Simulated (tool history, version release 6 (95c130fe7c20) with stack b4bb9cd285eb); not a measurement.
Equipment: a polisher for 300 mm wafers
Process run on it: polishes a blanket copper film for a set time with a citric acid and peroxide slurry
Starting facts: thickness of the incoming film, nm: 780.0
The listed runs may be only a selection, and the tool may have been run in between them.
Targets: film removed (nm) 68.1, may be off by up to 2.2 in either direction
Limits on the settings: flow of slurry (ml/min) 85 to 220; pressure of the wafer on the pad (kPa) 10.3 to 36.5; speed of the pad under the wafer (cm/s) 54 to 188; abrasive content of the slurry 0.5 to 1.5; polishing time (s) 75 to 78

run   hour  flow of slurry (ml/min)  pressure of the wafer on the pad (kPa)  speed of the pad under the wafer (cm/s)  abrasive content of the slurry  polishing time (s)  film removed (nm)
  1      0                      140                                    23.4                                      120                               1                  75             186.67
  2    2.9                      115                                    23.4                                      120                               1                  75              178.7
  3    3.9                      110                                    21.4                                      112                               1                  75             150.31
  4   11.2                      105                                    19.3                                      106                               1                  75             129.35
  5   20.2                      105                                    19.3                                      126                               1                  75             151.03
  6   28.9                      105                                    17.9                                      118                               1                  75             133.96
  7   35.4                      105                                    16.5                                      112                               1                  75             121.06
  8   42.6                       95                                    10.3                                       78                            0.95                  75             54.397
  9   44.4                      105                                      11                                       78                            0.95                  75             58.885
 10   49.3                      115                                      11                                       78                            0.95                  75              61.18
 11   55.2                      120                                      11                                       78                            0.95                  75             60.303
 12   59.3                      125                                      11                                       78                            0.95                  75             61.838
 13   63.9                      130                                      11                                       78                            0.95                  75             62.667
 14   69.4                      135                                      11                                       78                            0.95                  75             63.124
 15   74.2                      140                                      11                                       78                            0.95                  75             63.795
 16   82.2                      160                                    12.4                                       78                            0.95                  75             73.154
 17   87.2                      155                                    12.4                                       78                            0.95                  75             71.539
 18     95                      150                                    12.4                                       78                            0.95                  75             70.958
 19  101.6                      145                                    12.4                                       78                            0.95                  75             72.007

Of the 4 settings listed for the next run, only one would bring every result within its allowed miss of target. Which one?
  A  108.2                      105                                    10.3                                       84                             1.1                  75                  ?
  B  108.2                      160                                    12.4                                       68                            0.85                  75                  ?
  C  108.2                      155                                    14.5                                       70                             0.7                  75                  ?
  D  108.2                      145                                      11                                       90                               1                  77                  ?

move  film removed (nm)
   A             62.014
   B             61.298
   C              68.08
   D             75.503
A: takes the result that was furthest off past its target
B: takes the result that was furthest off past its target
C: every result lands within tolerance
D: misses by more than the last run did
The move that meets every target is C.
